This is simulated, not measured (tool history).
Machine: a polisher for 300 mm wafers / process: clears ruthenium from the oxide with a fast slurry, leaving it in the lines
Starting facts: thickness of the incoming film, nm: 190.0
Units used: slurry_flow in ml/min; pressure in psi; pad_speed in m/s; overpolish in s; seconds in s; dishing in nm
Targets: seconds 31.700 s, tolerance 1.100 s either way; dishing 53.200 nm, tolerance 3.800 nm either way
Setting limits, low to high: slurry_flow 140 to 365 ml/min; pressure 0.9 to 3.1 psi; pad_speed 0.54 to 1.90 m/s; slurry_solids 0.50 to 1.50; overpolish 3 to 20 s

run  hour  slurry_flow  pressure  pad_speed  slurry_solids  overpolish  seconds  dishing
  1   0.0          235       2.0       1.22           1.00          10   48.654   29.977
  2   7.2          235       2.3       1.22           1.00          10   42.409   31.905
  3  16.2          235       2.6       1.22           1.00          10   38.413   35.524
  4  17.8          180       2.6       1.22           1.00          10   39.546   33.966
  5  20.4          190       2.7       1.22           1.00          11   38.417   38.271
  6  24.6          190       2.7       1.22           1.00          14   38.451   45.648
  7  27.0          210       2.8       1.22           1.00          14   36.785   50.477
  8  32.2          225       2.9       1.22           1.00          13   34.431   46.308

Which of these 4 next moves meets every target?
  A  37.4          240       3.1       1.36           0.95          10        ?        ?
  B  37.4          290       3.1       1.18           1.05          14        ?        ?
  C  37.4          250       2.8       1.16           1.00          16        ?        ?
  D  37.4          255       3.1       1.18           0.90          16        ?        ?

move  seconds  dishing
   A   30.498   42.840
   B   32.086   53.077
   C   37.512   52.217
   D   36.156   53.615
A: carries the result that was furthest off beyond its target, to the other side
B: in spec on every target
C: the biggest miss grows against the last run
D: the biggest miss grows against the last run
Answer: B
